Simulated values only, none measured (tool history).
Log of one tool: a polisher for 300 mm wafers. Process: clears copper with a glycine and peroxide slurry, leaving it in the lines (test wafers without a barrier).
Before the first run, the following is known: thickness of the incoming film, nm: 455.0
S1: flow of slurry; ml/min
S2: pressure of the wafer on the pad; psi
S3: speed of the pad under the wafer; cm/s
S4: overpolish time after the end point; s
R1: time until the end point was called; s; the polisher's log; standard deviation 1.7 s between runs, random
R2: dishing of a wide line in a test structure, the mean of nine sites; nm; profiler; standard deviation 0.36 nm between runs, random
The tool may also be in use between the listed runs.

{"run": 1, "hour": 0.0, "S1": 260, "S2": 1.9, "S3": 104, "S4": 8, "R1": 112.63, "R2": 15.81}
{"run": 2, "hour": 1.3, "S1": 260, "S2": 1.8, "S3": 104, "S4": 9, "R1": 115.55, "R2": 17.129}
{"run": 3, "hour": 4.1, "S1": 260, "S2": 1.5, "S3": 104, "S4": 9, "R1": 135.01, "R2": 15.471}
{"run": 4, "hour": 5.3, "S1": 260, "S2": 1.9, "S3": 104, "S4": 9, "R1": 114.87, "R2": 16.504}
{"run": 5, "hour": 10.3, "S1": 260, "S2": 1.9, "S3": 104, "S4": 13, "R1": 112.35, "R2": 18.222}
{"run": 6, "hour": 10.8, "S1": 260, "S2": 1.8, "S3": 104, "S4": 14, "R1": 117.9, "R2": 19.266}
{"run": 7, "hour": 13.8, "S1": 260, "S2": 1.7, "S3": 104, "S4": 14, "R1": 122.41, "R2": 19.353}
{"run": 8, "hour": 17.7, "S1": 260, "S2": 1.6, "S3": 104, "S4": 14, "R1": 128.52, "R2": 18.56}

Forecast run 9:
{"run": 9, "hour": 18.4, "S1": 260, "S2": 1.5, "S3": 104, "S4": 14, "R1": "?", "R2": "?"}

R1: 135.86 s
R2: 18.532 nm
